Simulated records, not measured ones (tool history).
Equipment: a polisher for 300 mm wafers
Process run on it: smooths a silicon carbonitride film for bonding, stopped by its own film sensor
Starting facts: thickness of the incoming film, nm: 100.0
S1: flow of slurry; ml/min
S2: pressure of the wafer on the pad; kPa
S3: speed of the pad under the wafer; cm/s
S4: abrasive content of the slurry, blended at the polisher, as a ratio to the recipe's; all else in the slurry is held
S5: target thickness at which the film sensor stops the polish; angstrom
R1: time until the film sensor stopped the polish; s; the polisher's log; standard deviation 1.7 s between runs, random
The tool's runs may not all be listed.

run,day,S1,S2,S3,S4,S5,R1
1,0,150,12.4,82,1,860,84.825
2,0.121,150,12.4,82,1,880,71.565
3,0.371,150,12.4,82,1,860,84.521
4,0.4,145,10.3,78,1,860,103.77
5,0.742,140,9,76,1,860,123.12
6,0.854,135,8.3,76,1,860,133.16
7,1.058,130,7.6,76,1,860,147.42
8,1.162,120,7.6,76,1,860,149.36
9,1.438,110,6.2,76,1,860,180.89
10,1.775,115,6.2,76,1,860,179.9
11,2.075,120,6.2,76,1,860,179.43

Run 12 has not been measured yet. What should we expect?
12,2.129,125,6.2,76,1,860,?

Run 12 gave R1 177.17 s.

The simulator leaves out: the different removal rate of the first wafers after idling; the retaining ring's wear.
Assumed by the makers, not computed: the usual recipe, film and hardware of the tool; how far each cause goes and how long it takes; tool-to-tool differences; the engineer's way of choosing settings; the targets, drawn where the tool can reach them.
